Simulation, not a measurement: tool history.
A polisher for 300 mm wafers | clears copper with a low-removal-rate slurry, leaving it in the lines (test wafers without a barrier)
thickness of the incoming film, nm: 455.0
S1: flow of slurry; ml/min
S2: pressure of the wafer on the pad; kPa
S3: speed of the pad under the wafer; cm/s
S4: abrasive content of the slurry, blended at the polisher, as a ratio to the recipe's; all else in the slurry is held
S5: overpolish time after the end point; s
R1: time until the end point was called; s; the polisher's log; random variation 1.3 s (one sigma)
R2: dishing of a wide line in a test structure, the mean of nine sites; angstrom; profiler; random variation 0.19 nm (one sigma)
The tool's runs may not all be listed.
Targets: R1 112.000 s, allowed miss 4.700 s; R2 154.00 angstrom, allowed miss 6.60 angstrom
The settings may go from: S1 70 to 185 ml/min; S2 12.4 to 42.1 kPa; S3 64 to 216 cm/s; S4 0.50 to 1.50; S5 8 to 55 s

Run 1, day 0.000: S1 120 ml/min, S2 26.9 kPa, S3 140 cm/s, S4 1.00, S5 28 s. Result: R1 70.740 s, R2 257.30 angstrom.
Run 2, day 0.042: S1 120 ml/min, S2 22.1 kPa, S3 142 cm/s, S4 1.05, S5 21 s. Result: R1 86.507 s, R2 243.83 angstrom.
Run 3, day 0.121: S1 120 ml/min, S2 22.1 kPa, S3 124 cm/s, S4 1.05, S5 21 s. Result: R1 95.961 s, R2 236.33 angstrom.
Run 4, day 0.292: S1 120 ml/min, S2 22.1 kPa, S3 124 cm/s, S4 0.90, S5 21 s. Result: R1 100.960 s, R2 233.61 angstrom.
At day 0.467: slurry blender recalibrated.
Run 5, day 0.467: S1 140 ml/min, S2 22.1 kPa, S3 124 cm/s, S4 0.90, S5 21 s. Result: R1 89.748 s, R2 238.32 angstrom.
Run 6, day 0.517: S1 155 ml/min, S2 18.6 kPa, S3 124 cm/s, S4 0.75, S5 17 s. Result: R1 110.060 s, R2 215.97 angstrom.
Run 7, day 0.683: S1 165 ml/min, S2 16.5 kPa, S3 138 cm/s, S4 0.65, S5 14 s. Result: R1 113.130 s, R2 197.35 angstrom.
Run 8, day 0.871: S1 185 ml/min, S2 12.4 kPa, S3 176 cm/s, S4 0.50, S5 8 s. Result: R1 127.210 s, R2 136.70 angstrom.
Run 9, day 1.050: S1 180 ml/min, S2 13.1 kPa, S3 174 cm/s, S4 0.50, S5 8 s. Result: R1 123.480 s, R2 145.64 angstrom.
Run 10, day 1.292: S1 180 ml/min, S2 13.8 kPa, S3 174 cm/s, S4 0.50, S5 8 s. Result: R1 117.370 s, R2 148.73 angstrom.

Which of these 5 next moves meets every target?
Run A, day 1.533: S1 185 ml/min, S2 13.8 kPa, S3 160 cm/s, S4 0.50, S5 9 s. Result: R1 ?, R2 ?.
Run B, day 1.533: S1 155 ml/min, S2 13.1 kPa, S3 160 cm/s, S4 0.60, S5 10 s. Result: R1 ?, R2 ?.
Run C, day 1.533: S1 185 ml/min, S2 14.5 kPa, S3 168 cm/s, S4 0.55, S5 8 s. Result: R1 ?, R2 ?.
Run D, day 1.533: S1 180 ml/min, S2 13.1 kPa, S3 178 cm/s, S4 0.50, S5 9 s. Result: R1 ?, R2 ?.
Run E, day 1.533: S1 170 ml/min, S2 14.5 kPa, S3 160 cm/s, S4 0.50, S5 10 s. Result: R1 ?, R2 ?.

move       R1      R2
   A  124.000  150.12
   B  126.280  157.45
   C  109.470  151.03
   D  117.760  154.33
   E  119.940  162.74
A: further off than the last run
B: further off than the last run
C: meets every target
D: further off than the last run
E: further off than the last run
The right move is C.
